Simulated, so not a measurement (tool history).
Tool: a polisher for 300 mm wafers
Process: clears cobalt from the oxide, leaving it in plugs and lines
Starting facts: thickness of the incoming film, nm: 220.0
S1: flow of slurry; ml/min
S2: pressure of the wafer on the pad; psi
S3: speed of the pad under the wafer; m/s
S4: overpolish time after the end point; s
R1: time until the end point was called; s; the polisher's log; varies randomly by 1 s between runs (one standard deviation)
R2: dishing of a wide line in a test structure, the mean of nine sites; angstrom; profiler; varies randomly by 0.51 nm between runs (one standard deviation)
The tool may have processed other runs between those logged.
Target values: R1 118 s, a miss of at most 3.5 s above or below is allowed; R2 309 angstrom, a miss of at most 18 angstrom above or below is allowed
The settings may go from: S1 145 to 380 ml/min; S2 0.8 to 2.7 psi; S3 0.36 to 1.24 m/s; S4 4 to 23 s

run 1 hour=0 | S1=245 S2=1.7 S3=0.8 S4=12 | R1=83.172 R2=266.2
run 2 hour=7.1 | S1=240 S2=1.5 S3=0.8 S4=14 | R1=95.582 R2=261.85
run 3 hour=14.2 | S1=240 S2=1.5 S3=0.8 S4=10 | R1=94.444 R2=210.42
run 4 hour=17.6 | S1=235 S2=1.4 S3=0.8 S4=13 | R1=100.38 R2=231.29
run 5 hour=22.9 | S1=270 S2=1.4 S3=0.8 S4=13 | R1=100.03 R2=244.34
run 6 hour=30.5 | S1=270 S2=1.6 S3=0.8 S4=13 | R1=88.903 R2=267.02
run 7 hour=36.8 | S1=270 S2=1.6 S3=0.8 S4=13 | R1=87.892 R2=265.01
-- hour=45.6 worn pad replaced by a new one
run 8 hour=45.6 | S1=270 S2=1.6 S3=0.8 S4=13 | R1=77.997 R2=290.48
run 9 hour=49.2 | S1=255 S2=1.1 S3=0.78 S4=19 | R1=117.22 R2=292.37

4 candidate next runs follow, results not yet known. Just one meets every target within its allowed miss. Identify it.
run A hour=52.8 | S1=300 S2=1 S3=0.84 S4=21 | R1=? R2=?
run B hour=52.8 | S1=215 S2=1 S3=0.88 S4=17 | R1=? R2=?
run C hour=52.8 | S1=345 S2=1.4 S3=0.58 S4=18 | R1=? R2=?
run D hour=52.8 | S1=290 S2=1.1 S3=0.8 S4=19 | R1=? R2=?

move=A R1=116.71 R2=308.93
move=B R1=114.16 R2=265.93
move=C R1=117.94 R2=271.36
move=D R1=111.78 R2=295.45
A: every result lands within tolerance
B: misses by more than the last run did
C: misses by more than the last run did
D: gets the furthest-off result to its target, but another result is out of tolerance
Correct choice: A, which meets every target
